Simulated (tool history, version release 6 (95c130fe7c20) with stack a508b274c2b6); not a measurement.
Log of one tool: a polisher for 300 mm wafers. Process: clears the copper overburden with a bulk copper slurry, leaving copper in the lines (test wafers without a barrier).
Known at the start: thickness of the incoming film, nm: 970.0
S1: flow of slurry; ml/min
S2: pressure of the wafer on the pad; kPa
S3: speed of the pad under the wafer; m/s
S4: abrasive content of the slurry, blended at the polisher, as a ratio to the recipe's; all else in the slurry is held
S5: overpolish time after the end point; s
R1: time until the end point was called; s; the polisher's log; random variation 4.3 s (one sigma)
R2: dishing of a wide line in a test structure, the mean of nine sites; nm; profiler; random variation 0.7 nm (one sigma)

| run | hour | S1 | S2 | S3 | S4 | S5 | R1 | R2 |
|---|---|---|---|---|---|---|---|---|
| 1 | 0 | 185 | 15.9 | 1.4 | 1 | 25 | 100.54 | 76.518 |
| 2 | 7.5 | 185 | 17.9 | 1.4 | 1 | 25 | 93.133 | 82.17 |
| 3 | 13.4 | 230 | 17.9 | 1.4 | 1 | 25 | 89.633 | 82.051 |
| 4 | 19.3 | 230 | 17.9 | 1.4 | 1 | 16 | 89.621 | 71.039 |
| 5 | 21.2 | 225 | 14.5 | 1.24 | 1 | 23 | 125.82 | 67.25 |
| 6 | 24 | 255 | 14.5 | 1.24 | 1 | 23 | 120.92 | 69.67 |
| 7 | 27 | 255 | 11.7 | 1.18 | 1 | 27 | 154.25 | 62.994 |

The next listed run, before its measurement:
| 8 | 33.6 | 255 | 11 | 1.12 | 1 | 31 | ? | ? |

{"run 8": {"R1": 172.57, "R2": 65.325}}
